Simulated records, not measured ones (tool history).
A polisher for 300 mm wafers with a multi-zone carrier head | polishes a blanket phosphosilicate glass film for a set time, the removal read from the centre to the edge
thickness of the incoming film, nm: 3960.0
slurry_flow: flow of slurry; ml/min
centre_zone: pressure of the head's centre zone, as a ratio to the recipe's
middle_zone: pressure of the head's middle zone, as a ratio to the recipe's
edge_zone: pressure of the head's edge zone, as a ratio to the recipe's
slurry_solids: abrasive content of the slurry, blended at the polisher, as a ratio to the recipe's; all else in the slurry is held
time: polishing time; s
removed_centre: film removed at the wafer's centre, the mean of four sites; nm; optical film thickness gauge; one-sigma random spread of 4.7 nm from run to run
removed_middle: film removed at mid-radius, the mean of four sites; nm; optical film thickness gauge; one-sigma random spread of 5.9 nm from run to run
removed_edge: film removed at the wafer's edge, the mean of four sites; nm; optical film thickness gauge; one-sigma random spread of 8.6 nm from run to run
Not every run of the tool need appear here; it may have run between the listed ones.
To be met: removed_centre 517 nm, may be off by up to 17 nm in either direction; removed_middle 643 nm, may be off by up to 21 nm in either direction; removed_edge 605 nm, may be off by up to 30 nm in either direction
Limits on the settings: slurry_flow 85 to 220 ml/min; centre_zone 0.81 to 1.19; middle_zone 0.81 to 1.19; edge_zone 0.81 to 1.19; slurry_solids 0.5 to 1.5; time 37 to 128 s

run 1 hour=0 | slurry_flow=140 centre_zone=1 middle_zone=1 edge_zone=1 slurry_solids=1 time=82 | removed_centre=591.03 removed_middle=601.14 removed_edge=584.77
run 2 hour=3 | slurry_flow=135 centre_zone=0.98 middle_zone=1.01 edge_zone=1.01 slurry_solids=1 time=82 | removed_centre=572.63 removed_middle=598.87 removed_edge=598.52
run 3 hour=11.5 | slurry_flow=135 centre_zone=0.92 middle_zone=1.01 edge_zone=1.01 slurry_solids=1 time=82 | removed_centre=538.23 removed_middle=605.83 removed_edge=580.96
run 4 hour=18 | slurry_flow=135 centre_zone=0.92 middle_zone=1.01 edge_zone=1.09 slurry_solids=1 time=82 | removed_centre=538.01 removed_middle=606.08 removed_edge=617.6
run 5 hour=25.2 | slurry_flow=135 centre_zone=0.97 middle_zone=1.01 edge_zone=1.09 slurry_solids=1 time=82 | removed_centre=572.64 removed_middle=604.43 removed_edge=609.95
run 6 hour=27.9 | slurry_flow=135 centre_zone=0.97 middle_zone=1.01 edge_zone=1.03 slurry_solids=1 time=82 | removed_centre=568.02 removed_middle=595.03 removed_edge=606
run 7 hour=29.7 | slurry_flow=135 centre_zone=0.96 middle_zone=1.02 edge_zone=1.03 slurry_solids=1 time=82 | removed_centre=559.99 removed_middle=596.9 removed_edge=599.26
run 8 hour=34.6 | slurry_flow=130 centre_zone=0.87 middle_zone=1.12 edge_zone=1.07 slurry_solids=1.05 time=82 | removed_centre=514.18 removed_middle=667.61 removed_edge=619

Of the 4 settings listed for the next run, only one would bring every result within its allowed miss of target. Which one?
run A hour=39.5 | slurry_flow=105 centre_zone=0.91 middle_zone=1.12 edge_zone=1.06 slurry_solids=1 time=86 | removed_centre=? removed_middle=? removed_edge=?
run B hour=39.5 | slurry_flow=165 centre_zone=0.88 middle_zone=1.15 edge_zone=1.03 slurry_solids=0.9 time=87 | removed_centre=? removed_middle=? removed_edge=?
run C hour=39.5 | slurry_flow=150 centre_zone=0.87 middle_zone=1.12 edge_zone=1.14 slurry_solids=0.85 time=90 | removed_centre=? removed_middle=? removed_edge=?
run D hour=39.5 | slurry_flow=115 centre_zone=0.89 middle_zone=1.17 edge_zone=1.05 slurry_solids=1 time=85 | removed_centre=? removed_middle=? removed_edge=?

move=A removed_centre=514.98 removed_middle=649.85 removed_edge=608.34
move=B removed_centre=544.92 removed_middle=717 removed_edge=625.68
move=C removed_centre=531.38 removed_middle=693.04 removed_edge=654.73
move=D removed_centre=513.61 removed_middle=685.38 removed_edge=609.29
A: meets every target
B: lands further from the targets than the last run did
C: lands further from the targets than the last run did
D: lands further from the targets than the last run did
So the answer is move A, the one that meets all the targets.
